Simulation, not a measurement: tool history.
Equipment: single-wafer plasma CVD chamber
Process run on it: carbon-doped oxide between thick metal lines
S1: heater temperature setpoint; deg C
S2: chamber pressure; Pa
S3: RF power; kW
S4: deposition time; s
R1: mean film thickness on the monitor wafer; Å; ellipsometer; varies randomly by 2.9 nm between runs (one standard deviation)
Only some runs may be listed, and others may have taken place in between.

Run 1, hour 0: S1 335 deg C, S2 872 Pa, S3 0.58 kW, S4 104 s. Result: R1 6536.9 Å.
Run 2, hour 0.6: S1 335 deg C, S2 872 Pa, S3 0.58 kW, S4 104 s. Result: R1 6540.8 Å.
Run 3, hour 8.7: S1 339 deg C, S2 827 Pa, S3 0.545 kW, S4 104 s. Result: R1 6117.5 Å.
Run 4, hour 15.4: S1 339 deg C, S2 693 Pa, S3 0.545 kW, S4 104 s. Result: R1 5952 Å.
Run 5, hour 23.8: S1 339 deg C, S2 804 Pa, S3 0.545 kW, S4 104 s. Result: R1 6160.6 Å.
Run 6, hour 30.3: S1 339 deg C, S2 804 Pa, S3 0.545 kW, S4 104 s. Result: R1 6097 Å.

Forecast run 7:
Run 7, hour 38.4: S1 339 deg C, S2 804 Pa, S3 0.545 kW, S4 104 s. Result: R1 ?.

For run 7 the tool returned R1 6119.7 Å.
